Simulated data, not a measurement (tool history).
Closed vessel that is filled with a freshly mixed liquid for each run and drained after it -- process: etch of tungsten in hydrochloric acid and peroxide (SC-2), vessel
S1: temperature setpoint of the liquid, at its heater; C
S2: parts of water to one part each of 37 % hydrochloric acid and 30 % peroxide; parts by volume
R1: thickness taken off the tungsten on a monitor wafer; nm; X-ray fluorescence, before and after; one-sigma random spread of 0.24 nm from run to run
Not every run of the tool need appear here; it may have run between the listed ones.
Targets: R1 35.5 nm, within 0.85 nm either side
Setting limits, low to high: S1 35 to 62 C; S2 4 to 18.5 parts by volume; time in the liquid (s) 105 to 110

run 1 hour=0 | S1=46 S2=10.5 time_in_the_liquid_(s)=105 | R1=26.192
run 2 hour=1.9 | S1=46.5 S2=10.5 time_in_the_liquid_(s)=105 | R1=27.23
run 3 hour=2.9 | S1=47 S2=10.5 time_in_the_liquid_(s)=105 | R1=28.096
run 4 hour=11.7 | S1=47.5 S2=10.5 time_in_the_liquid_(s)=105 | R1=29.012
run 5 hour=20.1 | S1=47.5 S2=12 time_in_the_liquid_(s)=105 | R1=25.998
run 6 hour=29 | S1=48 S2=12 time_in_the_liquid_(s)=105 | R1=27.111
run 7 hour=36.1 | S1=48.5 S2=12 time_in_the_liquid_(s)=105 | R1=27.67
run 8 hour=37.1 | S1=49 S2=12 time_in_the_liquid_(s)=105 | R1=28.912

Of the 4 settings listed for the next run, only one would bring every result within its allowed miss of target. Which one?
run A hour=38.1 | S1=50.5 S2=10.5 time_in_the_liquid_(s)=105 | R1=?
run B hour=38.1 | S1=50 S2=11.5 time_in_the_liquid_(s)=110 | R1=?
run C hour=38.1 | S1=48.5 S2=10 time_in_the_liquid_(s)=110 | R1=?
run D hour=38.1 | S1=47.5 S2=9.5 time_in_the_liquid_(s)=105 | R1=?

move=A R1=35.546
move=B R1=33.351
move=C R1=33.933
move=D R1=31.592
A: each result inside its tolerance
B: an improvement on the last run, though not all results are within tolerance
C: an improvement on the last run, though not all results are within tolerance
D: an improvement on the last run, though not all results are within tolerance
So the answer is move A, the one that meets all the targets.
